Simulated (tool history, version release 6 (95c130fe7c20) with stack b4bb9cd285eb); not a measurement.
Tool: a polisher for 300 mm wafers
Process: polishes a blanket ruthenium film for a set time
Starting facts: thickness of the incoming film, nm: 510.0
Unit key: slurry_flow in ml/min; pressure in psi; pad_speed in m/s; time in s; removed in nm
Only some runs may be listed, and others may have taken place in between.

run 1 day=0 | slurry_flow=155 pressure=2.8 pad_speed=0.96 time=71 | removed=108.64
run 2 day=0.358 | slurry_flow=155 pressure=2.8 pad_speed=0.96 time=71 | removed=111.91
run 3 day=0.521 | slurry_flow=155 pressure=2.8 pad_speed=0.8 time=71 | removed=94.531
run 4 day=0.883 | slurry_flow=155 pressure=2.6 pad_speed=0.8 time=71 | removed=85.569
run 5 day=0.992 | slurry_flow=155 pressure=2.5 pad_speed=0.8 time=71 | removed=83.959
run 6 day=1.033 | slurry_flow=155 pressure=2.5 pad_speed=0.8 time=74 | removed=87.12
run 7 day=1.229 | slurry_flow=155 pressure=2.4 pad_speed=0.8 time=74 | removed=84.838
run 8 day=1.308 | slurry_flow=155 pressure=2.3 pad_speed=0.8 time=74 | removed=80.905

Run 9 comes next. What will it give?
run 9 day=1.408 | slurry_flow=150 pressure=1.8 pad_speed=0.78 time=74 | removed=?

Run 9 yielded removed 62.55 nm.
